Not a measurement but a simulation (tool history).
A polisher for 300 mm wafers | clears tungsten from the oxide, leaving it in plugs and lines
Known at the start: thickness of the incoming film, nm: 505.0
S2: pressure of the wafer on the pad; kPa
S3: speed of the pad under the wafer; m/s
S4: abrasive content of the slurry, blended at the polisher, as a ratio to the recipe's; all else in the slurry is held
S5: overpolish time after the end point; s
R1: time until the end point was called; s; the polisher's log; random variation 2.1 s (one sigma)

{"run": 1, "day": 0.0, "flow of slurry (ml/min)": 245, "S2": 31, "S3": 1.12, "S4": 1, "S5": 17, "R1": 72.806}
{"run": 2, "day": 0.233, "flow of slurry (ml/min)": 285, "S2": 31, "S3": 1.12, "S4": 1, "S5": 17, "R1": 71.728}
{"run": 3, "day": 0.412, "flow of slurry (ml/min)": 285, "S2": 38.6, "S3": 1.12, "S4": 1, "S5": 17, "R1": 58.004}
{"run": 4, "day": 0.571, "flow of slurry (ml/min)": 285, "S2": 38.6, "S3": 1.12, "S4": 0.9, "S5": 17, "R1": 57.899}
{"run": 5, "day": 0.662, "flow of slurry (ml/min)": 235, "S2": 38.6, "S3": 1.12, "S4": 0.9, "S5": 17, "R1": 60.703}
{"run": 6, "day": 0.717, "flow of slurry (ml/min)": 235, "S2": 33.1, "S3": 1.08, "S4": 0.9, "S5": 17, "R1": 73.121}
{"run": 7, "day": 0.829, "flow of slurry (ml/min)": 235, "S2": 33.1, "S3": 1.08, "S4": 0.9, "S5": 17, "R1": 70}
{"run": 8, "day": 0.883, "flow of slurry (ml/min)": 235, "S2": 28.3, "S3": 1.04, "S4": 0.9, "S5": 17, "R1": 85.978}
{"run": 9, "day": 1.2, "flow of slurry (ml/min)": 235, "S2": 26.2, "S3": 1.02, "S4": 0.9, "S5": 17, "R1": 96.064}
{"run": 10, "day": 1.471, "flow of slurry (ml/min)": 235, "S2": 24.8, "S3": 1.02, "S4": 0.9, "S5": 17, "R1": 101.07}
{"run": 11, "day": 1.767, "flow of slurry (ml/min)": 235, "S2": 24.1, "S3": 1.02, "S4": 0.9, "S5": 17, "R1": 103.55}

Forecast run 12:
{"run": 12, "day": 2.088, "flow of slurry (ml/min)": 235, "S2": 24.1, "S3": 1.02, "S4": 0.9, "S5": 17, "R1": "?"}

R1: 101.94 s
